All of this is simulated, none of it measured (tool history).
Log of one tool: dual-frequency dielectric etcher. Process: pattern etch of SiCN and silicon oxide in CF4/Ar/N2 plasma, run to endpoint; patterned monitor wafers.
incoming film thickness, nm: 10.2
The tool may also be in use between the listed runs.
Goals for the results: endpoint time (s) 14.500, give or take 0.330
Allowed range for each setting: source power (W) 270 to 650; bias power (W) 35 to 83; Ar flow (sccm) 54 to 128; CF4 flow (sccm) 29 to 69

run,hour,source power (W),bias power (W),Ar flow (sccm),CF4 flow (sccm),endpoint time (s)
1,0.0,460,59,91,49,11.828
2,8.7,440,59,91,49,12.452
3,9.4,420,59,91,49,12.580
4,13.5,400,59,91,49,13.229
5,18.3,390,59,91,49,13.507
6,27.0,380,59,91,49,13.664
7,29.9,380,59,91,49,13.663
8,35.4,370,59,91,49,13.925

Below are 5 possible settings for the next run. Only one of them brings all results inside the allowed miss of their targets. Which is it?
A,40.9,460,54,126,35,?
B,40.9,370,56,93,41,?
C,40.9,330,59,99,49,?
D,40.9,320,57,97,53,?
E,40.9,350,51,85,43,?

move,endpoint time (s)
A,13.668
B,14.405
C,15.061
D,15.366
E,15.147
A: the biggest miss grows against the last run
B: each result inside its tolerance
C: moves the result that the last run missed by most past its target, out the other side
D: moves the result that the last run missed by most past its target, out the other side
E: moves the result that the last run missed by most past its target, out the other side
The right move is B.
